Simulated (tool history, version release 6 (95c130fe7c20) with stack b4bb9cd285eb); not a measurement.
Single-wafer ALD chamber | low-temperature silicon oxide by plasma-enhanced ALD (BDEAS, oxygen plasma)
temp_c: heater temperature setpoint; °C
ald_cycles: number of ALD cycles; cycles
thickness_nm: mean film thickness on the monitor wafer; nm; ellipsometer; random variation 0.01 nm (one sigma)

| run | hour | temp_c | ald_cycles | thickness_nm |
|---|---|---|---|---|
| 1 | 0 | 105 | 29 | 4.1712 |
| 2 | 8.2 | 113 | 29 | 4.101 |
| 3 | 12.6 | 115 | 26 | 3.6658 |
| 4 | 14.8 | 115 | 29 | 4.1141 |
| 5 | 17.8 | 116 | 27 | 3.8113 |
| 6 | 18.4 | 107 | 27 | 3.8879 |
| 7 | 25.8 | 109 | 25 | 3.5909 |

The next listed run, before its measurement:
| 8 | 29.1 | 117 | 21 | ? |

Run 8 gave thickness_nm 2.9498 nm.

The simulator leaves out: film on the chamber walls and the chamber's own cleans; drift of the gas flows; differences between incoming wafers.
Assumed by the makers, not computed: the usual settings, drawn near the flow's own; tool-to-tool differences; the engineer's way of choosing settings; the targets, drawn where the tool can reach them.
